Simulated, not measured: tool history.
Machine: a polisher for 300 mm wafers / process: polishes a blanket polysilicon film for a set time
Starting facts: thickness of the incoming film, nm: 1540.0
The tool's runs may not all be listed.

| run | hour | flow of slurry (ml/min) | pressure of the wafer on the pad (psi) | speed of the pad under the wafer (cm/s) | polishing time (s) | film removed (angstrom) |
|---|---|---|---|---|---|---|
| 1 | 0 | 250 | 3 | 120 | 25 | 2764.5 |
| 2 | 6.3 | 315 | 3 | 120 | 25 | 2912.9 |
| 3 | 8.4 | 275 | 3 | 120 | 25 | 2859.8 |
| 4 | 16.5 | 275 | 3.4 | 120 | 25 | 3170.1 |
| 5 | 25 | 280 | 3.6 | 120 | 25 | 3292.4 |
| 6 | 26.8 | 250 | 3.6 | 120 | 25 | 3353.3 |

Expected results for the next run?
| 7 | 33.2 | 250 | 3.7 | 120 | 25 | ? |

Logged for run 7: film removed (angstrom) 3451.7.
